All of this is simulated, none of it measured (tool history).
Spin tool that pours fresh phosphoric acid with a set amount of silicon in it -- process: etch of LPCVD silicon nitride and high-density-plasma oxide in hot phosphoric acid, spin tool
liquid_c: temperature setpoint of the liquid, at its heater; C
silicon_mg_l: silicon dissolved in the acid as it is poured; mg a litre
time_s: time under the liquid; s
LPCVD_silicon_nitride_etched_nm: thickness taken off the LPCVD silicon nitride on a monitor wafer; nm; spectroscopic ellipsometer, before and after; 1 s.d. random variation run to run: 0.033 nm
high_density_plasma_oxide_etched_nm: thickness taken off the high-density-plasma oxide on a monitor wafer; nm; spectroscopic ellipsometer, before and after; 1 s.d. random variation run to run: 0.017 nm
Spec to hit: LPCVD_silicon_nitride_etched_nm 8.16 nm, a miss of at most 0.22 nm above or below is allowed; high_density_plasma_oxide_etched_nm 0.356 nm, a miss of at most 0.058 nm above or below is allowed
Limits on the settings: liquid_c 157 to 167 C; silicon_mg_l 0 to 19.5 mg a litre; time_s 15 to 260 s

run  hour  liquid_c  silicon_mg_l  time_s  LPCVD_silicon_nitride_etched_nm  high_density_plasma_oxide_etched_nm
  1     0       162           8.5     130                           13.955                              0.47517
  2   7.4       162          11.5     130                           13.933                               0.4715
  3   8.1       162          11.5     100                           10.715                               0.3346
  4   9.3     162.5             9      90                           9.8386                              0.35067
  5    16     162.5             5      90                           9.7879                              0.35229
  6  21.5     162.5           1.5      90                           9.8359                              0.40075
  7  28.7     162.5             1      85                            9.292                              0.36797
  8  34.8     163.5             0      65                           7.3523                              0.31282
  9  38.6     163.5             0      70                           7.8377                              0.31508
 10  39.7       163             0      70                           7.7888                              0.32693

Consider the 5 candidate settings below. Which is the only one whose results all fall within their allowed miss of target?
  A  40.8     160.5          18.5      80                                ?                                    ?
  B  40.8     160.5          15.5      80                                ?                                    ?
  C  40.8     162.5             0      75                                ?                                    ?
  D  40.8     162.5            14      75                                ?                                    ?
  E  40.8     160.5          12.5      85                                ?                                    ?

move  LPCVD_silicon_nitride_etched_nm  high_density_plasma_oxide_etched_nm
   A                            8.094                              0.20734
   B                            8.094                              0.22438
   C                           8.1116                              0.33935
   D                           8.1116                              0.25297
   E                           8.5999                              0.25651
A: corrects the largest miss of the last run, while another result sits out of spec
B: corrects the largest miss of the last run, while another result sits out of spec
C: all results in spec
D: corrects the largest miss of the last run, while another result sits out of spec
E: takes the biggest miss from the last run beyond its target
The right move is C.
